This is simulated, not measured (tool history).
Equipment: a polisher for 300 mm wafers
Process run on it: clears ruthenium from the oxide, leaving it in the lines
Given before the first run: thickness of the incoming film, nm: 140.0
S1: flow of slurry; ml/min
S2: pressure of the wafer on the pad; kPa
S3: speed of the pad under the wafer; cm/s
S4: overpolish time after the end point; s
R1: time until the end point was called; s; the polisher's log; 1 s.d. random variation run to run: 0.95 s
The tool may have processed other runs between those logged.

| run | hour | S1 | S2 | S3 | S4 | R1 |
|---|---|---|---|---|---|---|
| 1 | 0.0 | 125 | 9.7 | 126 | 5 | 151.550 |
| 2 | 5.4 | 130 | 11.0 | 128 | 5 | 132.580 |
| 3 | 14.1 | 135 | 12.4 | 132 | 5 | 112.030 |
| 4 | 17.0 | 140 | 13.1 | 134 | 5 | 105.270 |
| 5 | 23.8 | 140 | 13.8 | 136 | 5 | 98.723 |
| 6 | 27.0 | 160 | 13.8 | 136 | 5 | 96.305 |
| 7 | 33.1 | 160 | 14.5 | 136 | 5 | 91.950 |
| 8 | 41.1 | 160 | 14.5 | 138 | 5 | 91.272 |

Run 9, settings as shown, results not yet in. Your forecast:
| 9 | 50.0 | 160 | 14.5 | 140 | 5 | ? |

{"run 9": {"R1": 89.868}}
